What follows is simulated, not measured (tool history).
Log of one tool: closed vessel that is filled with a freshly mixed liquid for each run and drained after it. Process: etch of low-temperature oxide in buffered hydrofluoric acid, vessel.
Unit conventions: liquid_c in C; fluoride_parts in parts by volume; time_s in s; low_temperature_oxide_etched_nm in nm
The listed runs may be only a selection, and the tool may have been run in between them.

| run | hour | liquid_c | fluoride_parts | time_s | low_temperature_oxide_etched_nm |
|---|---|---|---|---|---|
| 1 | 0 | 24 | 13 | 105 | 415.16 |
| 2 | 8.9 | 24 | 13 | 105 | 416 |
| 3 | 12.6 | 22.5 | 13 | 105 | 379.25 |
| 4 | 21 | 22.5 | 13 | 115 | 415.55 |
| 5 | 25.2 | 25.5 | 13 | 115 | 495.05 |
| 6 | 26.1 | 25.5 | 9.5 | 115 | 658.35 |
| 7 | 29.6 | 23.5 | 10.5 | 115 | 537.29 |
| 8 | 32.1 | 22 | 11 | 115 | 473.59 |
| 9 | 35 | 20.5 | 11.5 | 115 | 415.41 |
| 10 | 41.6 | 19.5 | 12 | 115 | 379.33 |
| 11 | 44.2 | 19 | 12 | 115 | 371.19 |

Predict the results of run 12:
| 12 | 46.6 | 18.5 | 12 | 115 | ? |

low_temperature_oxide_etched_nm: 359.73 nm
